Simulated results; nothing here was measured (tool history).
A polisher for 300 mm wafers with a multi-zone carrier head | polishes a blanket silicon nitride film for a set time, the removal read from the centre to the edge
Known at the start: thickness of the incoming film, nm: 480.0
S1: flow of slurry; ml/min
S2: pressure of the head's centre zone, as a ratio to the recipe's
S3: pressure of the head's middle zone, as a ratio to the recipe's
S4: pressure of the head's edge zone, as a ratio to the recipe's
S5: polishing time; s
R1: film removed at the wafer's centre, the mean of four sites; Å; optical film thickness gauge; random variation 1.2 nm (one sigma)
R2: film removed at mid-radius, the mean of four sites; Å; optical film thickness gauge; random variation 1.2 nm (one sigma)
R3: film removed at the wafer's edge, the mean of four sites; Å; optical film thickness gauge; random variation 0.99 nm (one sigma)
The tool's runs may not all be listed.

run	hour	S1	S2	S3	S4	S5	R1	R2	R3
1	0.0	225	1.00	1.00	1.00	70	1109.3	1116.7	1095.7
2	6.0	225	0.96	1.00	1.00	70	1050.1	1116.5	1099.0
3	8.1	235	0.99	0.99	1.02	71	1125.9	1148.9	1118.4
4	15.0	235	0.99	0.99	1.02	77	1190.4	1218.9	1231.6
5	15.6	245	1.02	0.98	1.03	78	1275.4	1238.6	1247.7
6	19.9	245	1.02	0.98	1.03	87	1411.2	1393.6	1396.6
7	26.1	250	1.03	0.96	1.03	87	1410.4	1365.7	1393.1

Forecast run 8:
8	29.9	255	1.05	0.95	1.03	87	?	?	?

{"run 8": {"R1": 1472.9, "R2": 1369.8, "R3": 1382.8}}

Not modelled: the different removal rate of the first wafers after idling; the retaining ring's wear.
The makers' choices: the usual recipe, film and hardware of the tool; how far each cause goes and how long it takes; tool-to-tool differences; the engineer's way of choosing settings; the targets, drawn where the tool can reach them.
